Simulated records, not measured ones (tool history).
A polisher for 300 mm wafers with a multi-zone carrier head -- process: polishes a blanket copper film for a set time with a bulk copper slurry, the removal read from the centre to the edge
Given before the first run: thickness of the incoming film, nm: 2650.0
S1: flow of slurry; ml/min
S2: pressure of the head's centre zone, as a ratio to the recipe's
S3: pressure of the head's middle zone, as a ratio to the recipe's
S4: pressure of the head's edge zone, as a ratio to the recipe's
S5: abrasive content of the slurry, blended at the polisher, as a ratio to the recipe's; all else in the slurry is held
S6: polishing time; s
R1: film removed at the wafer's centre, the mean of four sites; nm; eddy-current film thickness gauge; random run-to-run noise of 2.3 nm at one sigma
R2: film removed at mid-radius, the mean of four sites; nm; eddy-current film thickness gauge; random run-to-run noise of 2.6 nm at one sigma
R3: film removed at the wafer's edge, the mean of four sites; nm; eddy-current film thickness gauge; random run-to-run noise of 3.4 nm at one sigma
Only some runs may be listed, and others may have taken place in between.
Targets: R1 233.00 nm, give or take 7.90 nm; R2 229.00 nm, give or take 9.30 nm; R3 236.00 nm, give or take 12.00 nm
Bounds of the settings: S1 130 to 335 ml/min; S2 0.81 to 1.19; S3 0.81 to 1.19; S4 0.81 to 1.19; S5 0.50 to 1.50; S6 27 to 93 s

| run | hour | S1 | S2 | S3 | S4 | S5 | S6 | R1 | R2 | R3 |
|---|---|---|---|---|---|---|---|---|---|---|
| 1 | 0.0 | 215 | 1.00 | 1.00 | 1.00 | 1.00 | 59 | 300.37 | 307.66 | 312.72 |
| 2 | 2.0 | 215 | 1.00 | 1.00 | 1.00 | 1.15 | 59 | 312.04 | 317.21 | 319.34 |
| 3 | 2.8 | 215 | 1.00 | 0.99 | 0.99 | 1.10 | 58 | 299.12 | 310.23 | 311.23 |
| 4 | 4.8 | 215 | 1.05 | 0.99 | 0.99 | 1.10 | 58 | 315.85 | 305.14 | 309.52 |
| 5 | 7.4 | 215 | 1.05 | 0.99 | 0.94 | 1.10 | 58 | 318.47 | 307.30 | 299.64 |
| 6 | 14.9 | 215 | 1.04 | 0.98 | 0.93 | 1.05 | 57 | 305.67 | 297.10 | 290.34 |
| 7 | 22.7 | 215 | 1.03 | 0.97 | 0.92 | 1.00 | 57 | 297.48 | 294.22 | 292.22 |
| 8 | 31.4 | 215 | 1.03 | 0.97 | 0.92 | 1.00 | 57 | 296.32 | 288.31 | 287.53 |
| 9 | 37.1 | 215 | 1.03 | 0.97 | 0.91 | 0.95 | 56 | 289.27 | 286.29 | 282.23 |

Next run, 5 choices. One meets every target within its allowed miss, the rest don't. Which?
| A | 42.8 | 245 | 1.02 | 0.96 | 1.01 | 0.90 | 45 | ? | ? | ? |
| B | 42.8 | 215 | 0.94 | 1.03 | 0.92 | 0.95 | 73 | ? | ? | ? |
| C | 42.8 | 185 | 0.95 | 0.96 | 0.98 | 1.10 | 45 | ? | ? | ? |
| D | 42.8 | 235 | 0.96 | 1.11 | 0.85 | 0.85 | 45 | ? | ? | ? |
| E | 42.8 | 190 | 0.88 | 1.01 | 0.92 | 1.00 | 47 | ? | ? | ? |

| move | R1 | R2 | R3 |
|---|---|---|---|
| A | 230.86 | 230.19 | 236.33 |
| B | 346.51 | 393.34 | 365.18 |
| C | 215.49 | 229.26 | 234.40 |
| D | 216.09 | 256.40 | 214.52 |
| E | 208.65 | 246.66 | 234.02 |
A: in spec on every target
B: the biggest miss grows against the last run
C: takes the result that was furthest off past its target
D: takes the result that was furthest off past its target
E: takes the result that was furthest off past its target
Move A is the one to make.

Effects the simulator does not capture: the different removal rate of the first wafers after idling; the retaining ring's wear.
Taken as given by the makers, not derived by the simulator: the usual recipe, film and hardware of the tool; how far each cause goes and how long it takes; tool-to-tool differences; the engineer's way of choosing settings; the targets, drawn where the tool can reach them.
